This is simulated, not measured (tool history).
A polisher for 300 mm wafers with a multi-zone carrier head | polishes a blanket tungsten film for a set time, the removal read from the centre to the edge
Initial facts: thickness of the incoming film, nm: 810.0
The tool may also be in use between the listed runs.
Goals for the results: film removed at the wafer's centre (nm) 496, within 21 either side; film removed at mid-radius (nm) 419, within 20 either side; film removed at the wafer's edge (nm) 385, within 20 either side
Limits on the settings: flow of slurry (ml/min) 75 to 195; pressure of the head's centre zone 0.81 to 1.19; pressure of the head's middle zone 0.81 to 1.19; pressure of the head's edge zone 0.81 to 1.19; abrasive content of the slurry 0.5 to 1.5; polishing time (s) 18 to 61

run  hour  flow of slurry (ml/min)  pressure of the head's centre zone  pressure of the head's middle zone  pressure of the head's edge zone  abrasive content of the slurry  polishing time (s)  film removed at the wafer's centre (nm)  film removed at mid-radius (nm)  film removed at the wafer's edge (nm)
  1     0                      125                                   1                                   1                                 1                               1                  39                                   262.54                           262.96                                 258.59
  2   5.3                      125                                   1                                   1                                 1                            1.15                  39                                   276.17                            277.5                                 266.99
  3  12.4                      125                                   1                                   1                                 1                            1.15                  44                                    311.8                           305.79                                 292.24
  4  15.8                      125                                   1                                   1                                 1                            1.25                  44                                   315.37                           312.82                                 304.39
  5  21.7                      140                                1.06                                1.02                              1.01                            1.35                  46                                   366.99                            348.1                                 327.48
     30.3  -- worn pad replaced by a new one
  6  30.3                      150                                 1.1                                1.02                              1.02                             1.4                  47                                   428.03                           393.65                                 367.04
  7  30.9                      160                                1.12                                1.01                              1.01                             1.4                  47                                      449                           392.76                                 371.13
  8  36.9                      170                                1.13                                1.01                                 1                             1.4                  47                                   456.22                           399.59                                 374.76

Consider the 4 candidate settings below. Which is the only one whose results all fall within their allowed miss of target?
  A  42.9                      170                                1.16                                   1                              0.94                             1.5                  49                                        ?                                ?                                      ?
  B  42.9                      180                                1.05                                0.93                               1.1                             1.5                  46                                        ?                                ?                                      ?
  C  42.9                      150                                1.04                                1.15                              1.02                             1.5                  47                                        ?                                ?                                      ?
  D  42.9                      185                                1.06                                0.89                              0.92                             1.4                  48                                        ?                                ?                                      ?

move  film removed at the wafer's centre (nm)  film removed at mid-radius (nm)  film removed at the wafer's edge (nm)
   A                                   489.95                           427.81                                 392.17
   B                                   420.46                           386.51                                 397.87
   C                                   410.31                           441.63                                  382.5
   D                                    438.4                           387.79                                 379.38
A: all results in spec
B: its largest miss is bigger than the last run's
C: its largest miss is bigger than the last run's
D: its largest miss is bigger than the last run's
The move that meets every target is A.

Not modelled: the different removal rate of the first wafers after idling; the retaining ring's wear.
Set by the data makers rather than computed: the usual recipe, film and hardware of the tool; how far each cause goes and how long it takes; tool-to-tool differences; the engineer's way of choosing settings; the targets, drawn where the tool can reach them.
